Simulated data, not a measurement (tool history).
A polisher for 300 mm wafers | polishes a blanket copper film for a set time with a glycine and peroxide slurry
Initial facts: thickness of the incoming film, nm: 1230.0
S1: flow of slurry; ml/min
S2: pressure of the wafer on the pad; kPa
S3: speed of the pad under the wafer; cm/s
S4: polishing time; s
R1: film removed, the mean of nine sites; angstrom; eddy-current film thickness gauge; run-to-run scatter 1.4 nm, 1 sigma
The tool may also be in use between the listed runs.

run	hour	S1	S2	S3	S4	R1
1	0	125	23.4	112	33	2026.5
2	4.1	125	27.6	112	33	2303.4
3	12.6	120	26.9	112	33	2230.2
4	20.7	120	26.9	134	33	2617.7
5	26.6	120	26.9	162	33	3113.1
6	33.1	115	24.8	162	33	2904.3
7	37	110	23.4	162	33	2780.4
8	42.1	110	22.1	162	33	2616.5
9	48	110	20.7	162	33	2450.7
10	56.9	110	20	162	33	2405
11	59.5	110	19.3	162	33	2325.5
12	64.9	110	18.6	162	33	2288.5
13	69.2	110	17.9	162	33	2231.3
# hour 75.8: head pressure recalibrated
14	75.8	110	17.2	162	33	2281.3
15	79.1	105	16.5	162	33	2227.4
16	85.9	90	11	162	33	1581.2
17	87.2	95	11	162	33	1613.8
18	93.1	100	11	162	33	1613
19	95	105	11	162	33	1667.4
20	101.7	110	11	162	33	1691.7
21	110.6	115	11	162	33	1698.5
22	119.6	120	11	162	33	1729.5

Forecast run 23:
23	122.7	120	11	162	33	?

{"run 23": {"R1": 1728.9}}
